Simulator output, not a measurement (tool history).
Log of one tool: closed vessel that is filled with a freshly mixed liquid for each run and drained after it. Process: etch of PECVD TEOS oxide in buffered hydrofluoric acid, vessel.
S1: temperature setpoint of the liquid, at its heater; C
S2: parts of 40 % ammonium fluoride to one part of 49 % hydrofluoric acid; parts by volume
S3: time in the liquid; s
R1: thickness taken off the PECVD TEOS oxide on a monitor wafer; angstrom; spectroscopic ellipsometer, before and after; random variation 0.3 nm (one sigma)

run  hour    S1    S2  S3      R1
  1   0.0  23.0  21.5  90  669.78
  2   1.3  23.0  24.5  90  616.73
  3   2.3  25.0  24.5  90  687.83
  4   4.5  24.0  24.5  90  644.37
  5   5.7  23.5  24.5  90  627.04
  6  13.4  25.5  24.5  90  704.12
  7  16.4  24.5  24.5  90  662.26
  8  24.6  24.0  24.5  90  645.37
  9  26.4  24.0  24.5  90  647.11
 10  35.4  23.5  24.5  90  630.32
 11  42.2  23.0  24.5  90  610.57

Run 12 comes next. What will it give?
     47.7  -- hydrofluoric acid flow meter replaced
 12  47.7  22.5  24.5  90   ?

R1: 630.15 angstrom
